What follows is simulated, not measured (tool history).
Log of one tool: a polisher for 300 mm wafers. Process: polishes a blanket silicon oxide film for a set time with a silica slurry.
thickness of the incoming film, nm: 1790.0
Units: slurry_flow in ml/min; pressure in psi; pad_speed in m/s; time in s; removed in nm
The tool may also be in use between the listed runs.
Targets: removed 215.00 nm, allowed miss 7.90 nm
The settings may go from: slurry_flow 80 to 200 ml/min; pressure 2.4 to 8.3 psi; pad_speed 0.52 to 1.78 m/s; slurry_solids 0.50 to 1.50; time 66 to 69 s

{"run": 1, "day": 0.0, "slurry_flow": 130, "pressure": 5.3, "pad_speed": 1.14, "slurry_solids": 1.0, "time": 66, "removed": 260.79}
{"run": 2, "day": 0.288, "slurry_flow": 130, "pressure": 5.2, "pad_speed": 1.14, "slurry_solids": 1.0, "time": 66, "removed": 258.77}
{"run": 3, "day": 0.646, "slurry_flow": 130, "pressure": 5.1, "pad_speed": 1.14, "slurry_solids": 1.0, "time": 66, "removed": 252.75}
{"run": 4, "day": 0.975, "slurry_flow": 130, "pressure": 5.0, "pad_speed": 1.14, "slurry_solids": 1.0, "time": 66, "removed": 253.27}
{"run": 5, "day": 1.112, "slurry_flow": 130, "pressure": 5.0, "pad_speed": 1.14, "slurry_solids": 1.2, "time": 66, "removed": 281.81}
{"run": 6, "day": 1.288, "slurry_flow": 130, "pressure": 4.1, "pad_speed": 1.14, "slurry_solids": 1.2, "time": 66, "removed": 248.73}
{"run": 7, "day": 1.425, "slurry_flow": 130, "pressure": 4.0, "pad_speed": 1.14, "slurry_solids": 1.2, "time": 66, "removed": 245.31}
{"run": 8, "day": 1.733, "slurry_flow": 130, "pressure": 3.9, "pad_speed": 1.14, "slurry_solids": 1.2, "time": 66, "removed": 241.28}
{"run": 9, "day": 1.946, "slurry_flow": 130, "pressure": 3.8, "pad_speed": 1.14, "slurry_solids": 1.2, "time": 66, "removed": 234.29}
{"run": 10, "day": 2.108, "slurry_flow": 130, "pressure": 3.7, "pad_speed": 1.14, "slurry_solids": 1.2, "time": 66, "removed": 235.71}
{"run": 11, "day": 2.212, "slurry_flow": 130, "pressure": 3.6, "pad_speed": 1.14, "slurry_solids": 1.2, "time": 66, "removed": 230.35}
{"run": 12, "day": 2.417, "slurry_flow": 130, "pressure": 3.5, "pad_speed": 1.14, "slurry_solids": 1.2, "time": 66, "removed": 229.09}
{"run": 13, "day": 2.529, "slurry_flow": 130, "pressure": 3.4, "pad_speed": 1.14, "slurry_solids": 1.2, "time": 66, "removed": 224.43}

Which of these 5 next moves meets every target?
{"run": "A", "day": 2.642, "slurry_flow": 135, "pressure": 3.4, "pad_speed": 1.08, "slurry_solids": 1.35, "time": 69, "removed": "?"}
{"run": "B", "day": 2.642, "slurry_flow": 130, "pressure": 3.3, "pad_speed": 1.16, "slurry_solids": 1.25, "time": 69, "removed": "?"}
{"run": "C", "day": 2.642, "slurry_flow": 115, "pressure": 4.1, "pad_speed": 0.98, "slurry_solids": 1.2, "time": 67, "removed": "?"}
{"run": "D", "day": 2.642, "slurry_flow": 135, "pressure": 4.0, "pad_speed": 1.1, "slurry_solids": 1.15, "time": 69, "removed": "?"}
{"run": "E", "day": 2.642, "slurry_flow": 150, "pressure": 2.6, "pad_speed": 1.22, "slurry_solids": 0.95, "time": 69, "removed": "?"}

move=A removed=240.52
move=B removed=241.39
move=C removed=219.68
move=D removed=247.28
move=E removed=202.31
A: further off than the last run
B: further off than the last run
C: meets every target
D: further off than the last run
E: takes the result that was furthest off past its target
Move C is the one to make.
